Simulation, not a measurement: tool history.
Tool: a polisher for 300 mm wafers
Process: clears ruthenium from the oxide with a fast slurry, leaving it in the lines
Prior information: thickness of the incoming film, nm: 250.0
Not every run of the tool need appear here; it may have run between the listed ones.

run	hour	flow of slurry (ml/min)	pressure of the wafer on the pad (kPa)	speed of the pad under the wafer (cm/s)	abrasive content of the slurry	overpolish time after the end point (s)	time until the end point was called (s)	dishing of a wide line in a test structure (angstrom)
1	0.0	295	14.5	120	1.00	9	56.263	260.23
2	2.2	295	13.1	110	1.00	7	61.986	184.02
3	8.3	295	13.1	110	0.90	7	67.405	176.56
4	10.9	295	14.5	110	0.90	7	60.096	192.68
5	11.5	295	13.1	110	0.90	7	67.183	180.15
6	20.5	295	11.0	108	0.95	6	77.082	137.18
7	23.5	290	8.3	106	0.90	6	111.630	103.57
8	31.0	295	9.0	106	0.90	6	96.050	108.98
9	32.4	290	9.0	106	0.90	6	99.641	108.96

Run 10 comes next. What will it give?
10	33.3	295	9.0	106	0.90	6	?	?

time until the end point was called (s): 102.080
dishing of a wide line in a test structure (angstrom): 109.59
